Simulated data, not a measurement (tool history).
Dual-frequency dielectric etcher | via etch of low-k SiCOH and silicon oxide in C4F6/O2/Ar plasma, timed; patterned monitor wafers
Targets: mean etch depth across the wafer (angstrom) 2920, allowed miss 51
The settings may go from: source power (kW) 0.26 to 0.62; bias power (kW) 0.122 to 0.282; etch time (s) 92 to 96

run	day	source power (kW)	bias power (kW)	etch time (s)	mean etch depth across the wafer (angstrom)
1	0	0.44	0.202	92	2548.9
2	0.208	0.41	0.202	92	2437.3
3	0.262	0.46	0.205	92	2626.9
4	0.625	0.49	0.206	92	2701.1
5	0.733	0.55	0.206	92	2830.3
6	0.838	0.55	0.239	92	3017
7	1.1	0.54	0.238	92	2991.6
8	1.267	0.54	0.238	92	3004.6

5 next moves are on the table. One of them brings every result within its allowed miss. Which?
A	1.433	0.57	0.251	92.5	?
B	1.433	0.59	0.217	93.5	?
C	1.433	0.62	0.203	93.5	?
D	1.433	0.52	0.228	93	?
E	1.433	0.53	0.246	93	?

move	mean etch depth across the wafer (angstrom)
A	3149.4
B	3063.3
C	3056.2
D	2933.4
E	3043.3
A: further off than the last run
B: further off than the last run
C: further off than the last run
D: meets every target
E: further off than the last run
Answer: D
